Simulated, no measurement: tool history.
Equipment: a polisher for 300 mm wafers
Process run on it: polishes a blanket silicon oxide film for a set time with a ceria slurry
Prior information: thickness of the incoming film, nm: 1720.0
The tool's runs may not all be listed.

run	day	flow of slurry (ml/min)	pressure of the wafer on the pad (kPa)	speed of the pad under the wafer (cm/s)	polishing time (s)	film removed (angstrom)
1	0	165	23.4	126	82	4267.1
2	0.217	165	23.4	126	82	4172.8
3	0.525	165	23.4	156	82	5384.9
4	0.612	165	23.4	128	82	4348.5
5	0.817	210	23.4	128	82	4467.3
6	1.088	210	22.8	128	82	4319.9
7	1.342	210	22.8	128	82	4324.4
8	1.596	210	22.1	128	82	4196.5
9	1.779	210	21.4	128	82	4003.4
10	1.962	210	20.7	128	82	3896.6
11	2.225	210	20.7	128	82	3885.4
12	2.362	210	20	128	82	3822.9
13	2.725	210	19.3	128	82	3703.2
14	3.088	210	19.3	128	82	3790.7
15	3.242	210	18.6	128	82	3517.7
16	3.321	205	16.5	128	82	3228.8

Forecast run 17:
17	3.675	200	14.5	128	82	?

Logged for run 17: film removed (angstrom) 2717.5.

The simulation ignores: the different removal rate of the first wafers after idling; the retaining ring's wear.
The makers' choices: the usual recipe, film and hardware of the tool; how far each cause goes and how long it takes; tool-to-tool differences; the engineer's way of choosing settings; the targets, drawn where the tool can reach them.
